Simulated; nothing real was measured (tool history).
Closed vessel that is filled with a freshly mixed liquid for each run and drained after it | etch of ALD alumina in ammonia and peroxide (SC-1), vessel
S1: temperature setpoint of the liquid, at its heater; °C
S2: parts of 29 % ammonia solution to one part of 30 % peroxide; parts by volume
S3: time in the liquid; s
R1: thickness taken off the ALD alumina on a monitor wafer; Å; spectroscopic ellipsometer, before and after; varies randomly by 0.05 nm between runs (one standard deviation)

{"run": 1, "hour": 0.0, "S1": 58, "S2": 0.7, "S3": 40, "R1": 29.833}
{"run": 2, "hour": 2.7, "S1": 59.5, "S2": 0.7, "S3": 40, "R1": 32.604}
{"run": 3, "hour": 6.7, "S1": 60.5, "S2": 0.7, "S3": 40, "R1": 33.832}
{"run": 4, "hour": 12.2, "S1": 60.5, "S2": 0.7, "S3": 40, "R1": 34.841}
{"run": 5, "hour": 17.9, "S1": 60.5, "S2": 0.95, "S3": 40, "R1": 35.579}
{"run": 6, "hour": 21.3, "S1": 61.5, "S2": 0.95, "S3": 40, "R1": 37.527}

For run 7, what comes out?
{"run": 7, "hour": 30.6, "S1": 62, "S2": 0.95, "S3": 40, "R1": "?"}

R1: 37.727 Å
